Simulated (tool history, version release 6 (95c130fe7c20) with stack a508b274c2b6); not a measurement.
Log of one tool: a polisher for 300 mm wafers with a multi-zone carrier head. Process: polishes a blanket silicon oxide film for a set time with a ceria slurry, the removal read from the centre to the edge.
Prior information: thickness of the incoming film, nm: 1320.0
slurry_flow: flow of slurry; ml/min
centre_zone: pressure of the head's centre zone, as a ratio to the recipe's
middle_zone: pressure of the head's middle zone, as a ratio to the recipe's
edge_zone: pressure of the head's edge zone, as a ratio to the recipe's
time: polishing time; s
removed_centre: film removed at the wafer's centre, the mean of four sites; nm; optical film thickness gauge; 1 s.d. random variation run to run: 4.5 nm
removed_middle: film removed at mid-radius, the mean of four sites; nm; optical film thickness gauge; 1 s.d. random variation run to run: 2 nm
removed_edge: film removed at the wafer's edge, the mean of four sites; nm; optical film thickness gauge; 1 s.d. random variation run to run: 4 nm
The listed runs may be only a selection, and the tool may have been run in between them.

{"run": 1, "day": 0.0, "slurry_flow": 295, "centre_zone": 1.0, "middle_zone": 1.0, "edge_zone": 1.0, "time": 65, "removed_centre": 464.88, "removed_middle": 481.27, "removed_edge": 479.48}
{"run": 2, "day": 0.25, "slurry_flow": 290, "centre_zone": 0.98, "middle_zone": 0.96, "edge_zone": 0.98, "time": 58, "removed_centre": 408.6, "removed_middle": 413.56, "removed_edge": 427.5}
{"run": 3, "day": 0.317, "slurry_flow": 285, "centre_zone": 0.97, "middle_zone": 0.93, "edge_zone": 0.95, "time": 53, "removed_centre": 365.9, "removed_middle": 367.72, "removed_edge": 393.84}
{"run": 4, "day": 0.588, "slurry_flow": 285, "centre_zone": 0.97, "middle_zone": 0.93, "edge_zone": 0.95, "time": 61, "removed_centre": 431.16, "removed_middle": 422.56, "removed_edge": 435.77}
{"run": 5, "day": 0.908, "slurry_flow": 285, "centre_zone": 0.97, "middle_zone": 0.93, "edge_zone": 1.01, "time": 61, "removed_centre": 415.45, "removed_middle": 421.38, "removed_edge": 453.69}
{"run": 6, "day": 1.104, "slurry_flow": 280, "centre_zone": 0.96, "middle_zone": 0.91, "edge_zone": 0.97, "time": 56, "removed_centre": 376.58, "removed_middle": 385.18, "removed_edge": 421.25}
{"run": 7, "day": 1.175, "slurry_flow": 285, "centre_zone": 0.96, "middle_zone": 0.9, "edge_zone": 0.94, "time": 52, "removed_centre": 362.26, "removed_middle": 352.5, "removed_edge": 377.03}
{"run": 8, "day": 1.529, "slurry_flow": 285, "centre_zone": 0.94, "middle_zone": 0.88, "edge_zone": 0.92, "time": 50, "removed_centre": 337.17, "removed_middle": 329.93, "removed_edge": 354.41}
{"run": 9, "day": 1.842, "slurry_flow": 285, "centre_zone": 0.93, "middle_zone": 0.86, "edge_zone": 0.91, "time": 49, "removed_centre": 323.68, "removed_middle": 324.02, "removed_edge": 345.51}
{"run": 10, "day": 2.05, "slurry_flow": 280, "centre_zone": 0.93, "middle_zone": 0.85, "edge_zone": 0.9, "time": 48, "removed_centre": 320.18, "removed_middle": 312.69, "removed_edge": 331.7}

The next listed run, before its measurement:
{"run": 11, "day": 2.15, "slurry_flow": 275, "centre_zone": 0.93, "middle_zone": 0.84, "edge_zone": 0.9, "time": 47, "removed_centre": "?", "removed_middle": "?", "removed_edge": "?"}

Run 11 gave removed_centre 310.61 nm, removed_middle 303.81 nm, removed_edge 331.78 nm.

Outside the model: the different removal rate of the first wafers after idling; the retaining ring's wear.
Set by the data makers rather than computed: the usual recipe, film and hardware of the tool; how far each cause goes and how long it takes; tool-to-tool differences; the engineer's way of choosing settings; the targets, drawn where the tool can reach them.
